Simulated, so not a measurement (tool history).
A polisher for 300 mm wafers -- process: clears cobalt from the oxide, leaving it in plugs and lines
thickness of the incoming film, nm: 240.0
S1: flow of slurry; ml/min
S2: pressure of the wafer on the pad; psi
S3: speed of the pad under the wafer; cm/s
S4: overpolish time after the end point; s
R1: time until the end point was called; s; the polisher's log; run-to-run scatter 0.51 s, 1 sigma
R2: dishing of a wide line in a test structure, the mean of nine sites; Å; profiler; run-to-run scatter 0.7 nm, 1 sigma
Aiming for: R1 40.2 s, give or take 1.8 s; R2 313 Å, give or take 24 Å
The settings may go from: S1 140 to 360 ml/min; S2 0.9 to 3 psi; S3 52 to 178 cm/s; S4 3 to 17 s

| run | hour | S1 | S2 | S3 | S4 | R1 | R2 |
|---|---|---|---|---|---|---|---|
| 1 | 0 | 230 | 1.9 | 114 | 9 | 57.447 | 322.35 |
| 2 | 2.1 | 230 | 2.1 | 114 | 8 | 53.19 | 319.6 |
| 3 | 9.5 | 230 | 2.3 | 116 | 7 | 47.527 | 300.92 |
| 4 | 12.5 | 230 | 2.7 | 116 | 7 | 40.792 | 363.07 |
| 5 | 19.7 | 230 | 2.7 | 98 | 7 | 47.298 | 312.81 |
| 6 | 28.1 | 230 | 2.7 | 98 | 5 | 48.706 | 239.15 |
| 7 | 28.7 | 230 | 2.7 | 98 | 5 | 47.796 | 236.94 |
| 8 | 37.7 | 230 | 2.8 | 100 | 5 | 45.05 | 244.96 |
| 9 | 38.3 | 230 | 2.8 | 100 | 5 | 45.7 | 245.1 |
| 10 | 41.6 | 230 | 2.9 | 102 | 5 | 42.715 | 268.63 |
| 11 | 42.5 | 230 | 3 | 102 | 5 | 41.673 | 266.89 |
| 12 | 50.8 | 230 | 3 | 104 | 5 | 41.275 | 273.6 |
| 13 | 51.9 | 230 | 3 | 108 | 7 | 38.955 | 356.73 |

Exercise: of the 5 proposed moves below, exactly one satisfies all targets within the stated allowed misses. Which move is it?
| A | 53 | 140 | 2.6 | 128 | 6 | ? | ? |
| B | 53 | 195 | 2.8 | 110 | 9 | ? | ? |
| C | 53 | 240 | 2.8 | 114 | 9 | ? | ? |
| D | 53 | 220 | 3 | 110 | 8 | ? | ? |
| E | 53 | 175 | 2.9 | 120 | 9 | ? | ? |

| move | R1 | R2 |
|---|---|---|
| A | 40.131 | 323.53 |
| B | 41.806 | 411.97 |
| C | 39.745 | 424.58 |
| D | 38.682 | 401.84 |
| E | 37.571 | 438.55 |
A: meets every target
B: the biggest miss grows against the last run
C: the biggest miss grows against the last run
D: the biggest miss grows against the last run
E: the biggest miss grows against the last run
Answer: A

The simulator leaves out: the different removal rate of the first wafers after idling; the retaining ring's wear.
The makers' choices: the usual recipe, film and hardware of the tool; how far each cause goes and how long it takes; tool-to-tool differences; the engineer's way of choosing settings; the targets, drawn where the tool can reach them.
